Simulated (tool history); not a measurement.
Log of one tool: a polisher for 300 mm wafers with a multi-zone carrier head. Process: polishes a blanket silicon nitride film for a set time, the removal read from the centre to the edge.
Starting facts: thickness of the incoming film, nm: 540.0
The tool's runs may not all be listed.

| run | day | flow of slurry (ml/min) | pressure of the head's centre zone | pressure of the head's middle zone | pressure of the head's edge zone | polishing time (s) | film removed at the wafer's centre (angstrom) | film removed at mid-radius (angstrom) | film removed at the wafer's edge (angstrom) |
|---|---|---|---|---|---|---|---|---|---|
| 1 | 0.000 | 125 | 1.00 | 1.00 | 1.00 | 77 | 908.58 | 947.74 | 940.89 |
| 2 | 0.250 | 125 | 1.00 | 1.00 | 0.98 | 73 | 874.84 | 874.41 | 878.10 |
| 3 | 0.558 | 125 | 1.00 | 1.00 | 0.98 | 91 | 1107.30 | 1133.70 | 1102.30 |
| 4 | 0.825 | 125 | 1.00 | 1.08 | 0.98 | 91 | 1097.30 | 1214.40 | 1111.50 |
| 5 | 0.975 | 125 | 1.00 | 1.07 | 0.96 | 86 | 1030.60 | 1103.10 | 1015.40 |
| 6 | 1.162 | 125 | 1.00 | 1.07 | 0.89 | 86 | 1031.80 | 1099.30 | 997.24 |

For run 7, what comes out?
| 7 | 1.367 | 125 | 1.00 | 1.07 | 0.88 | 81 | ? | ? | ? |

{"run 7": {"film removed at the wafer's centre (angstrom)": 965.48, "film removed at mid-radius (angstrom)": 1060.5, "film removed at the wafer's edge (angstrom)": 932.26}}
